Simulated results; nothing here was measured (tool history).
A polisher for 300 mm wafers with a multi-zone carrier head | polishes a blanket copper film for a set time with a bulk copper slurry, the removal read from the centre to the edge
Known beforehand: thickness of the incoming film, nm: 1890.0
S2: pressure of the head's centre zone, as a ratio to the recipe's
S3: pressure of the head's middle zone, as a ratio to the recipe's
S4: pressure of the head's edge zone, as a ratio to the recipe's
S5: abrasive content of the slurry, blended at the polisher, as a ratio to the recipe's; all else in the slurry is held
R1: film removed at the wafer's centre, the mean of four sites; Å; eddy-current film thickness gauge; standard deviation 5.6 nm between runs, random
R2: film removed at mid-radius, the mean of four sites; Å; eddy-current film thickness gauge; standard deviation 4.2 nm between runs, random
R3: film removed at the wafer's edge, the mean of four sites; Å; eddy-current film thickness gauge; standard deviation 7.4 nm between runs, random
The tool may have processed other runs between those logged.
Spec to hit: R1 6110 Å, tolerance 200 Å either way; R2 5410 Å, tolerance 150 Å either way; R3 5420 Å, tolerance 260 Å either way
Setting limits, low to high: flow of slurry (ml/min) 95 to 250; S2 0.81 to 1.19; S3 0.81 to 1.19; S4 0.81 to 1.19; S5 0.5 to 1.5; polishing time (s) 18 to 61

Run 1, hour 0: flow of slurry (ml/min) 160, S2 1, S3 1, S4 1, S5 1, polishing time (s) 39. Result: R1 3921.5 Å, R2 3918.5 Å, R3 3899 Å.
Run 2, hour 4.5: flow of slurry (ml/min) 160, S2 1, S3 1.07, S4 1, S5 1, polishing time (s) 39. Result: R1 3892.7 Å, R2 4134.7 Å, R3 3879.5 Å.
Run 3, hour 11.6: flow of slurry (ml/min) 170, S2 1.03, S3 1.07, S4 1.02, S5 1.1, polishing time (s) 40. Result: R1 4374.6 Å, R2 4368.9 Å, R3 4148.6 Å.
Run 4, hour 15: flow of slurry (ml/min) 170, S2 1.03, S3 1.01, S4 1.02, S5 1.1, polishing time (s) 40. Result: R1 4344.2 Å, R2 4183.4 Å, R3 4209.8 Å.
Run 5, hour 19.8: flow of slurry (ml/min) 175, S2 1.05, S3 1.03, S4 1.04, S5 1.15, polishing time (s) 40. Result: R1 4453.1 Å, R2 4294.3 Å, R3 4434.4 Å.
Run 6, hour 25: flow of slurry (ml/min) 175, S2 1.05, S3 1.03, S4 1.04, S5 1.35, polishing time (s) 40. Result: R1 4625.3 Å, R2 4477.8 Å, R3 4519 Å.
Run 7, hour 31.9: flow of slurry (ml/min) 185, S2 1.07, S3 1.05, S4 1.05, S5 1.35, polishing time (s) 40. Result: R1 4792.2 Å, R2 4580 Å, R3 4487.3 Å.
Run 8, hour 33.6: flow of slurry (ml/min) 190, S2 1.08, S3 1.06, S4 1.07, S5 1.35, polishing time (s) 41. Result: R1 4923.6 Å, R2 4770.1 Å, R3 4680.9 Å.
Run 9, hour 40.9: flow of slurry (ml/min) 195, S2 1.1, S3 1.06, S4 1.08, S5 1.35, polishing time (s) 41. Result: R1 5075.2 Å, R2 4760.2 Å, R3 4638.4 Å.
Run 10, hour 49.6: flow of slurry (ml/min) 195, S2 1.11, S3 1.06, S4 1.09, S5 1.35, polishing time (s) 42. Result: R1 5251.5 Å, R2 4903.8 Å, R3 4904.3 Å.
Run 11, hour 54.9: flow of slurry (ml/min) 200, S2 1.12, S3 1.06, S4 1.1, S5 1.35, polishing time (s) 42. Result: R1 5396.8 Å, R2 4847.3 Å, R3 4772.1 Å.
Run 12, hour 55.5: flow of slurry (ml/min) 200, S2 1.12, S3 1.06, S4 1.11, S5 1.35, polishing time (s) 43. Result: R1 5507.7 Å, R2 5144.1 Å, R3 5100.8 Å.
Run 13, hour 64.3: flow of slurry (ml/min) 205, S2 1.13, S3 1.06, S4 1.12, S5 1.35, polishing time (s) 43. Result: R1 5568.2 Å, R2 5073.7 Å, R3 5053.5 Å.
Run 14, hour 70.5: flow of slurry (ml/min) 205, S2 1.14, S3 1.06, S4 1.13, S5 1.35, polishing time (s) 43. Result: R1 5585.7 Å, R2 5086.4 Å, R3 5154 Å.
Run 15, hour 77.7: flow of slurry (ml/min) 210, S2 1.15, S3 1.06, S4 1.14, S5 1.35, polishing time (s) 43. Result: R1 5663.7 Å, R2 5101 Å, R3 5242.8 Å.
Run 16, hour 78.5: flow of slurry (ml/min) 215, S2 1.16, S3 1.06, S4 1.14, S5 1.35, polishing time (s) 43. Result: R1 5825.6 Å, R2 5139.5 Å, R3 5188.6 Å.
Run 17, hour 83.5: flow of slurry (ml/min) 220, S2 1.16, S3 1.06, S4 1.15, S5 1.35, polishing time (s) 43. Result: R1 5768.2 Å, R2 5087.2 Å, R3 5139.5 Å.
Run 18, hour 88.1: flow of slurry (ml/min) 215, S2 1.17, S3 1.07, S4 1.16, S5 1.45, polishing time (s) 43. Result: R1 5940.9 Å, R2 5200.9 Å, R3 5288.9 Å.

Pick the move, out of 5, that brings all results within their allowed miss; only one does.
Run A, hour 92.7: flow of slurry (ml/min) 235, S2 1.17, S3 0.95, S4 1.18, S5 1.45, polishing time (s) 43. Result: R1 ?, R2 ?, R3 ?.
Run B, hour 92.7: flow of slurry (ml/min) 220, S2 1.19, S3 0.95, S4 1.19, S5 1.45, polishing time (s) 44. Result: R1 ?, R2 ?, R3 ?.
Run C, hour 92.7: flow of slurry (ml/min) 210, S2 1.15, S3 1.14, S4 1.19, S5 1.5, polishing time (s) 43. Result: R1 ?, R2 ?, R3 ?.
Run D, hour 92.7: flow of slurry (ml/min) 190, S2 1.19, S3 1.1, S4 1.17, S5 1.5, polishing time (s) 44. Result: R1 ?, R2 ?, R3 ?.
Run E, hour 92.7: flow of slurry (ml/min) 205, S2 1.19, S3 0.97, S4 1.12, S5 1.5, polishing time (s) 43. Result: R1 ?, R2 ?, R3 ?.

move      R1      R2      R3
   A  6116.7  4846.1  5334.9
   B  6305.2    4915  5447.3
   C    5969  5620.2  5329.5
   D  6212.8  5491.4  5347.1
   E  6146.4    4881    5163
A: the biggest miss grows against the last run
B: the biggest miss grows against the last run
C: the result that was furthest off in the last run now lies on the other side of its target
D: each result inside its tolerance
E: the biggest miss grows against the last run
D meets every target.
